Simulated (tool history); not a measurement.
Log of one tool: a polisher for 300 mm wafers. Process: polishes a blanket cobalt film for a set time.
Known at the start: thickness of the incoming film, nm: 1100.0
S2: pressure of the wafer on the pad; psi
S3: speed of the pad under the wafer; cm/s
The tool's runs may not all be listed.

{"run": 1, "hour": 0.0, "flow of slurry (ml/min)": 250, "S2": 2.0, "S3": 100, "polishing time (s)": 95, "film removed (Å)": 5036.7}
{"run": 2, "hour": 2.1, "flow of slurry (ml/min)": 250, "S2": 2.0, "S3": 100, "polishing time (s)": 95, "film removed (Å)": 5117.4}
{"run": 3, "hour": 3.0, "flow of slurry (ml/min)": 250, "S2": 2.0, "S3": 100, "polishing time (s)": 100, "film removed (Å)": 5325.4}
{"run": 4, "hour": 11.1, "flow of slurry (ml/min)": 250, "S2": 1.9, "S3": 98, "polishing time (s)": 100, "film removed (Å)": 5076.3}
{"run": 5, "hour": 13.4, "flow of slurry (ml/min)": 280, "S2": 1.9, "S3": 98, "polishing time (s)": 100, "film removed (Å)": 5004.2}
{"run": 6, "hour": 21.2, "flow of slurry (ml/min)": 280, "S2": 1.9, "S3": 98, "polishing time (s)": 100, "film removed (Å)": 5166.2}
{"run": 7, "hour": 28.7, "flow of slurry (ml/min)": 280, "S2": 1.8, "S3": 96, "polishing time (s)": 100, "film removed (Å)": 4767.0}
{"run": 8, "hour": 33.4, "flow of slurry (ml/min)": 280, "S2": 1.7, "S3": 94, "polishing time (s)": 100, "film removed (Å)": 4484.3}
{"run": 9, "hour": 40.0, "flow of slurry (ml/min)": 280, "S2": 1.6, "S3": 92, "polishing time (s)": 100, "film removed (Å)": 4016.9}
{"run": 10, "hour": 41.3, "flow of slurry (ml/min)": 280, "S2": 1.5, "S3": 92, "polishing time (s)": 100, "film removed (Å)": 3781.8}
{"run": 11, "hour": 44.6, "flow of slurry (ml/min)": 280, "S2": 1.4, "S3": 92, "polishing time (s)": 100, "film removed (Å)": 3533.6}
{"run": 12, "hour": 49.8, "flow of slurry (ml/min)": 275, "S2": 1.2, "S3": 92, "polishing time (s)": 100, "film removed (Å)": 3078.9}
{"run": 13, "hour": 52.6, "flow of slurry (ml/min)": 270, "S2": 1.2, "S3": 92, "polishing time (s)": 100, "film removed (Å)": 3116.6}
{"run": 14, "hour": 57.9, "flow of slurry (ml/min)": 270, "S2": 1.0, "S3": 92, "polishing time (s)": 100, "film removed (Å)": 2516.3}
{"run": 15, "hour": 64.0, "flow of slurry (ml/min)": 275, "S2": 1.0, "S3": 92, "polishing time (s)": 100, "film removed (Å)": 2588.6}

Run 16 comes next. What will it give?
{"run": 16, "hour": 69.0, "flow of slurry (ml/min)": 280, "S2": 1.0, "S3": 92, "polishing time (s)": 100, "film removed (Å)": "?"}

film removed (Å): 2571.2

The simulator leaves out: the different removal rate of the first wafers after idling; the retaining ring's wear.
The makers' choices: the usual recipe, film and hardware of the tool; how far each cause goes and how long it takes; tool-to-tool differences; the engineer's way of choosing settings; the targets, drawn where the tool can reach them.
